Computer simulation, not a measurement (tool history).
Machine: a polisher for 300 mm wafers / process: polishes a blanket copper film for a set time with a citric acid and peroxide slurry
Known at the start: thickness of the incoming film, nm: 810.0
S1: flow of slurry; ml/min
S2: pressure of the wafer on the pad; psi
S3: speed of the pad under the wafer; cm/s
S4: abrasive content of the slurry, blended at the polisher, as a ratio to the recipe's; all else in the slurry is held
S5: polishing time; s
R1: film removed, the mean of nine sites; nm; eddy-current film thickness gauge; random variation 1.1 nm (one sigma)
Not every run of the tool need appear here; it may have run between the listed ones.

run  hour   S1   S2   S3   S4  S5       R1
  1   0.0  260  3.7  116  1.0  27   97.206
  2   1.1  325  3.7  116  1.0  27  103.000
  3   2.1  320  3.5  116  1.0  27   95.056
  4   7.7  320  3.5  116  1.0  24   82.881
  5  15.5  320  3.5  116  1.0  24   84.161
  6  17.2  280  3.5  116  1.0  24   84.218
  7  22.2  280  3.4  116  1.0  24   81.683

What will run 8 give?
  8  23.9  280  3.3  116  1.0  24   ?

{"run 8": {"R1": 78.46}}
